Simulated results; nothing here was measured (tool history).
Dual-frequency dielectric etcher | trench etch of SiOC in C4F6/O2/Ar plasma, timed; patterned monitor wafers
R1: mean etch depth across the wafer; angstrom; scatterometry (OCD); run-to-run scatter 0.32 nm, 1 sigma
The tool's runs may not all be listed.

run 1 day=0.000 | source_power_(kW)=0.270 bias_power_(kW)=0.214 etch_time_(s)=25.5 | R1=442.28
run 2 day=0.338 | source_power_(kW)=0.280 bias_power_(kW)=0.217 etch_time_(s)=25.5 | R1=447.38
run 3 day=0.400 | source_power_(kW)=0.280 bias_power_(kW)=0.217 etch_time_(s)=25.5 | R1=446.63
run 4 day=0.688 | source_power_(kW)=0.280 bias_power_(kW)=0.217 etch_time_(s)=25.5 | R1=445.68
run 5 day=0.788 | source_power_(kW)=0.280 bias_power_(kW)=0.240 etch_time_(s)=25.5 | R1=469.26
run 6 day=0.867 | source_power_(kW)=0.290 bias_power_(kW)=0.241 etch_time_(s)=25.5 | R1=471.43

Predict the results of run 7:
run 7 day=1.096 | source_power_(kW)=0.300 bias_power_(kW)=0.243 etch_time_(s)=25.5 | R1=?

{"run 7": {"R1": 478.25}}
